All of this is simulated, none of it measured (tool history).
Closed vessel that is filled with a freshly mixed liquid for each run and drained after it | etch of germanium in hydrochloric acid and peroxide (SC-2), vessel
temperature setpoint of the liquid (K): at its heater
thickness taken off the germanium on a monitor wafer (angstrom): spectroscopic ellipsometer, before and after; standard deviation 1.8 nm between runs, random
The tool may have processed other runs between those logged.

run  hour  temperature setpoint of the liquid (K)  parts of water to one part each of 37 % hydrochloric acid and 30 % peroxide (parts by volume)  time in the liquid (s)  thickness taken off the germanium on a monitor wafer (angstrom)
  1   0.0                                  324.15                                                                                             10                      95                                                           1975.2
  2   4.4                                  325.65                                                                                             10                      95                                                           2050.6
  3   5.8                                  325.65                                                                                              7                      95                                                           2149.6
  4  12.2                                  326.65                                                                                              7                      95                                                           2198.4
  5  21.2                                  326.65                                                                                              5                      95                                                           2218.3
  6  25.4                                  327.65                                                                                              5                      95                                                           2318.1
  7  26.4                                  328.65                                                                                              5                      95                                                           2343.9
  8  31.6                                  328.65                                                                                              5                      95                                                           2408.5
  9  34.4                                  329.15                                                                                              5                      95                                                           2416.0

Expected results for the next run?
     39.3  -- thermometer replaced
 10  39.3                                  329.65                                                                                              5                      95                                                                ?

{"run 10": {"thickness taken off the germanium on a monitor wafer (angstrom)": 2385.9}}
